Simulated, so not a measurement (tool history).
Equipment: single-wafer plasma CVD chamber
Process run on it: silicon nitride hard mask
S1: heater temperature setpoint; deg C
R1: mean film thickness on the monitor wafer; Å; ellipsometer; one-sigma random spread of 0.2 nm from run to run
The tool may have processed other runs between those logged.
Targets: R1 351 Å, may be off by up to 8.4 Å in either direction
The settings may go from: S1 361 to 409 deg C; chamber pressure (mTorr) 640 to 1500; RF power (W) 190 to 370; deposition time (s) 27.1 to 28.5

run 1 day=0 | S1=385 chamber_pressure_(mTorr)=1070 RF_power_(W)=280 deposition_time_(s)=28.5 | R1=280.18
run 2 day=0.05 | S1=376 chamber_pressure_(mTorr)=1070 RF_power_(W)=280 deposition_time_(s)=28.5 | R1=281.52
run 3 day=0.133 | S1=376 chamber_pressure_(mTorr)=1180 RF_power_(W)=295 deposition_time_(s)=28.5 | R1=305.96
run 4 day=0.4 | S1=383 chamber_pressure_(mTorr)=1180 RF_power_(W)=295 deposition_time_(s)=28.5 | R1=299.52
-- day=0.5 thermocouple changed; heater temperature recalibrated
run 5 day=0.5 | S1=389 chamber_pressure_(mTorr)=1180 RF_power_(W)=295 deposition_time_(s)=28.5 | R1=299.15
run 6 day=0.542 | S1=397 chamber_pressure_(mTorr)=1180 RF_power_(W)=295 deposition_time_(s)=28.5 | R1=299.37
run 7 day=0.579 | S1=397 chamber_pressure_(mTorr)=1260 RF_power_(W)=305 deposition_time_(s)=28.5 | R1=310.94
run 8 day=0.929 | S1=397 chamber_pressure_(mTorr)=1320 RF_power_(W)=315 deposition_time_(s)=28.5 | R1=324.75
run 9 day=1.067 | S1=397 chamber_pressure_(mTorr)=1360 RF_power_(W)=320 deposition_time_(s)=28.5 | R1=329.94
run 10 day=1.296 | S1=397 chamber_pressure_(mTorr)=1390 RF_power_(W)=325 deposition_time_(s)=28.5 | R1=341.28

Below are 4 possible settings for the next run. Only one of them brings all results inside the allowed miss of their targets. Which is it?
run A day=1.525 | S1=404 chamber_pressure_(mTorr)=1420 RF_power_(W)=355 deposition_time_(s)=28.5 | R1=?
run B day=1.525 | S1=397 chamber_pressure_(mTorr)=1340 RF_power_(W)=330 deposition_time_(s)=28.5 | R1=?
run C day=1.525 | S1=407 chamber_pressure_(mTorr)=1460 RF_power_(W)=355 deposition_time_(s)=27.1 | R1=?
run D day=1.525 | S1=395 chamber_pressure_(mTorr)=1340 RF_power_(W)=325 deposition_time_(s)=27.9 | R1=?

move=A R1=363.03
move=B R1=339.68
move=C R1=347.93
move=D R1=329.29
A: moves the result that the last run missed by most past its target, out the other side
B: the biggest miss grows against the last run
C: meets every target
D: the biggest miss grows against the last run
Answer: C
